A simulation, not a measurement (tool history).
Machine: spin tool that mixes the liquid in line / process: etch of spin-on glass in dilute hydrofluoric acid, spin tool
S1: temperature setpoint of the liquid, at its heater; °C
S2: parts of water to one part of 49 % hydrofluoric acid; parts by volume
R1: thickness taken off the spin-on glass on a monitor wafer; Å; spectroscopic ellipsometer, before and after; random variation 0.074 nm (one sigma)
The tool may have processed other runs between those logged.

run 1 day=0 | S1=21 S2=175 time_under_the_liquid_(s)=50 | R1=123.35
run 2 day=0.125 | S1=20.5 S2=175 time_under_the_liquid_(s)=50 | R1=120.84
run 3 day=0.358 | S1=20.5 S2=175 time_under_the_liquid_(s)=50 | R1=121.08
run 4 day=0.4 | S1=20.5 S2=115 time_under_the_liquid_(s)=50 | R1=196.09
run 5 day=0.658 | S1=20.5 S2=115 time_under_the_liquid_(s)=55 | R1=217.23
run 6 day=1.008 | S1=20.5 S2=115 time_under_the_liquid_(s)=55 | R1=214.83
run 7 day=1.112 | S1=20 S2=125 time_under_the_liquid_(s)=55 | R1=189.11
run 8 day=1.425 | S1=19.5 S2=130 time_under_the_liquid_(s)=55 | R1=181.2
run 9 day=1.567 | S1=19 S2=135 time_under_the_liquid_(s)=55 | R1=169.48
run 10 day=1.867 | S1=18.5 S2=140 time_under_the_liquid_(s)=55 | R1=157.31

Run 11 is up next; what results do you expect?
run 11 day=2.121 | S1=18.5 S2=145 time_under_the_liquid_(s)=55 | R1=?

{"run 11": {"R1": 153.31}}
